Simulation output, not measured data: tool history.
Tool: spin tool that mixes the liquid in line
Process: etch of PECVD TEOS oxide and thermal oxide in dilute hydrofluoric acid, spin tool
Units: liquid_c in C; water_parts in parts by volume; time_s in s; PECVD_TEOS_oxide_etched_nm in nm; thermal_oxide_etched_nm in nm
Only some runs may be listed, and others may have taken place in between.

Run 1, hour 0: liquid_c 21 C, water_parts 55 parts by volume, time_s 50 s. Result: PECVD_TEOS_oxide_etched_nm 15.704 nm, thermal_oxide_etched_nm 4.6842 nm.
Run 2, hour 3.2: liquid_c 22.5 C, water_parts 50 parts by volume, time_s 50 s. Result: PECVD_TEOS_oxide_etched_nm 19.105 nm, thermal_oxide_etched_nm 5.5722 nm.
Run 3, hour 11.7: liquid_c 23.5 C, water_parts 50 parts by volume, time_s 50 s. Result: PECVD_TEOS_oxide_etched_nm 19.779 nm, thermal_oxide_etched_nm 5.8723 nm.
Run 4, hour 12.7: liquid_c 24.5 C, water_parts 50 parts by volume, time_s 50 s. Result: PECVD_TEOS_oxide_etched_nm 20.501 nm, thermal_oxide_etched_nm 6.0469 nm.
Run 5, hour 21.1: liquid_c 21.5 C, water_parts 50 parts by volume, time_s 50 s. Result: PECVD_TEOS_oxide_etched_nm 18.038 nm, thermal_oxide_etched_nm 5.4261 nm.
Run 6, hour 24.7: liquid_c 21.5 C, water_parts 65 parts by volume, time_s 50 s. Result: PECVD_TEOS_oxide_etched_nm 13.676 nm, thermal_oxide_etched_nm 4.0238 nm.
Run 7, hour 29: liquid_c 23 C, water_parts 60 parts by volume, time_s 50 s. Result: PECVD_TEOS_oxide_etched_nm 15.78 nm, thermal_oxide_etched_nm 4.7427 nm.

Run 8 has not been measured yet. What should we expect?
At hour 36.4: hydrofluoric acid flow meter replaced.
Run 8, hour 36.4: liquid_c 26.5 C, water_parts 35 parts by volume, time_s 50 s. Result: PECVD_TEOS_oxide_etched_nm ?, thermal_oxide_etched_nm ?.

{"run 8": {"PECVD_TEOS_oxide_etched_nm": 29.316, "thermal_oxide_etched_nm": 8.6042}}
